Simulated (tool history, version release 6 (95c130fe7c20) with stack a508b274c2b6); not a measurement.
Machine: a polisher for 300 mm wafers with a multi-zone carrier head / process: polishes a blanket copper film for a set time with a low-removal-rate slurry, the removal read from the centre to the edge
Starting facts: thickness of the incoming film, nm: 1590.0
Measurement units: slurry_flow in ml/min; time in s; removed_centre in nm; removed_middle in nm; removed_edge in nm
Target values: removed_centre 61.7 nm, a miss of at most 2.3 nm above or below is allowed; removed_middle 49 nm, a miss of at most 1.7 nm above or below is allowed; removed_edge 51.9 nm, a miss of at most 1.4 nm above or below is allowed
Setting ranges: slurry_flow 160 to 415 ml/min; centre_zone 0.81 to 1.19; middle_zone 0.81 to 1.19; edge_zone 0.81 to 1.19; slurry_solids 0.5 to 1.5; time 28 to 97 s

run 1 hour=0 | slurry_flow=265 centre_zone=1 middle_zone=1 edge_zone=1 slurry_solids=1 time=62 | removed_centre=85.124 removed_middle=88.641 removed_edge=83.099
run 2 hour=2.2 | slurry_flow=260 centre_zone=1.01 middle_zone=0.98 edge_zone=0.99 slurry_solids=0.95 time=60 | removed_centre=82.834 removed_middle=83.299 removed_edge=80.444
run 3 hour=7.2 | slurry_flow=260 centre_zone=1.02 middle_zone=0.97 edge_zone=0.98 slurry_solids=0.9 time=57 | removed_centre=80.611 removed_middle=77.297 removed_edge=74.572
run 4 hour=13.7 | slurry_flow=260 centre_zone=1.02 middle_zone=0.97 edge_zone=0.98 slurry_solids=0.7 time=57 | removed_centre=75.185 removed_middle=72.285 removed_edge=71.684
run 5 hour=16.3 | slurry_flow=260 centre_zone=1.02 middle_zone=0.96 edge_zone=0.96 slurry_solids=0.65 time=55 | removed_centre=70.526 removed_middle=67.342 removed_edge=66.123
run 6 hour=17.5 | slurry_flow=255 centre_zone=1.02 middle_zone=0.94 edge_zone=0.95 slurry_solids=0.65 time=54 | removed_centre=70.069 removed_middle=65.041 removed_edge=64.711
run 7 hour=24.1 | slurry_flow=225 centre_zone=1.04 middle_zone=0.84 edge_zone=0.85 slurry_solids=0.5 time=44 | removed_centre=52.655 removed_middle=46.17 removed_edge=46.711
run 8 hour=31.6 | slurry_flow=235 centre_zone=1.05 middle_zone=0.84 edge_zone=0.86 slurry_solids=0.5 time=44 | removed_centre=55.043 removed_middle=46.173 removed_edge=47.41
run 9 hour=33.7 | slurry_flow=245 centre_zone=1.05 middle_zone=0.84 edge_zone=0.87 slurry_solids=0.5 time=44 | removed_centre=53.941 removed_middle=47.174 removed_edge=47.161
run 10 hour=40 | slurry_flow=240 centre_zone=1.06 middle_zone=0.84 edge_zone=0.89 slurry_solids=0.5 time=44 | removed_centre=54.853 removed_middle=46.748 removed_edge=48.117
run 11 hour=47.1 | slurry_flow=245 centre_zone=1.07 middle_zone=0.84 edge_zone=0.9 slurry_solids=0.5 time=44 | removed_centre=55.153 removed_middle=46.668 removed_edge=48.913
run 12 hour=49.4 | slurry_flow=250 centre_zone=1.08 middle_zone=0.84 edge_zone=0.9 slurry_solids=0.5 time=44 | removed_centre=56.634 removed_middle=47.322 removed_edge=48.483
run 13 hour=53.6 | slurry_flow=255 centre_zone=1.09 middle_zone=0.84 edge_zone=0.91 slurry_solids=0.5 time=44 | removed_centre=56.913 removed_middle=46.27 removed_edge=48.346
run 14 hour=55.2 | slurry_flow=260 centre_zone=1.09 middle_zone=0.85 edge_zone=0.92 slurry_solids=0.5 time=44 | removed_centre=58.134 removed_middle=46.653 removed_edge=48.683
run 15 hour=57.7 | slurry_flow=265 centre_zone=1.09 middle_zone=0.85 edge_zone=0.93 slurry_solids=0.5 time=44 | removed_centre=57.787 removed_middle=47.628 removed_edge=49.586
run 16 hour=65 | slurry_flow=270 centre_zone=1.09 middle_zone=0.85 edge_zone=0.94 slurry_solids=0.5 time=44 | removed_centre=57.751 removed_middle=46.823 removed_edge=49.227

Next run, 5 choices. One meets every target within its allowed miss, the rest don't. Which?
run A hour=72.3 | slurry_flow=260 centre_zone=1.12 middle_zone=0.84 edge_zone=0.93 slurry_solids=0.7 time=43 | removed_centre=? removed_middle=? removed_edge=?
run B hour=72.3 | slurry_flow=230 centre_zone=1.11 middle_zone=0.9 edge_zone=0.88 slurry_solids=0.5 time=43 | removed_centre=? removed_middle=? removed_edge=?
run C hour=72.3 | slurry_flow=245 centre_zone=0.95 middle_zone=0.87 edge_zone=0.96 slurry_solids=0.5 time=46 | removed_centre=? removed_middle=? removed_edge=?
run D hour=72.3 | slurry_flow=250 centre_zone=1.05 middle_zone=0.83 edge_zone=0.93 slurry_solids=0.5 time=40 | removed_centre=? removed_middle=? removed_edge=?
run E hour=72.3 | slurry_flow=190 centre_zone=1.02 middle_zone=0.82 edge_zone=1.06 slurry_solids=0.5 time=46 | removed_centre=? removed_middle=? removed_edge=?

move=A removed_centre=60.774 removed_middle=49.828 removed_edge=52.084
move=B removed_centre=54.815 removed_middle=47.557 removed_edge=46.4
move=C removed_centre=50.542 removed_middle=50.141 removed_edge=51.992
move=D removed_centre=48.727 removed_middle=42.336 removed_edge=44.64
move=E removed_centre=52.308 removed_middle=46.606 removed_edge=53.238
A: hits every target within its allowed miss
B: further off than the last run
C: meets the target for the result that was furthest off, but another lies outside its allowed miss
D: further off than the last run
E: meets the target for the result that was furthest off, but another lies outside its allowed miss
Go with A: it meets all targets.

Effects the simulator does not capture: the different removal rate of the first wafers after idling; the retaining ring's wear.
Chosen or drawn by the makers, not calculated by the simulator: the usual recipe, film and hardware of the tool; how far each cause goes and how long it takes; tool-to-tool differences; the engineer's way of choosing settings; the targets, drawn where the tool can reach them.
